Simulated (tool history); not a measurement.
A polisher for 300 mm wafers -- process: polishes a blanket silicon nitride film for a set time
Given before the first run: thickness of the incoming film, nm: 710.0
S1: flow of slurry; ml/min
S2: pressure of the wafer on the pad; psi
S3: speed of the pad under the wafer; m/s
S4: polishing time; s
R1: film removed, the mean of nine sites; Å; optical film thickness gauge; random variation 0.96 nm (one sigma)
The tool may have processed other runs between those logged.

run 1 hour=0.0 | S1=185 S2=2.3 S3=1.40 S4=112 | R1=1446.5
run 2 hour=5.6 | S1=185 S2=2.6 S3=1.40 S4=112 | R1=1630.5
run 3 hour=8.6 | S1=185 S2=3.0 S3=1.40 S4=112 | R1=1899.6
run 4 hour=13.3 | S1=150 S2=3.0 S3=1.40 S4=112 | R1=1814.2
run 5 hour=14.2 | S1=145 S2=2.8 S3=1.40 S4=112 | R1=1688.2
run 6 hour=23.0 | S1=145 S2=2.8 S3=1.14 S4=112 | R1=1429.9
run 7 hour=28.8 | S1=140 S2=2.8 S3=1.14 S4=112 | R1=1413.9

Forecast run 8:
run 8 hour=34.9 | S1=135 S2=2.8 S3=1.14 S4=112 | R1=?

R1: 1406.5 Å

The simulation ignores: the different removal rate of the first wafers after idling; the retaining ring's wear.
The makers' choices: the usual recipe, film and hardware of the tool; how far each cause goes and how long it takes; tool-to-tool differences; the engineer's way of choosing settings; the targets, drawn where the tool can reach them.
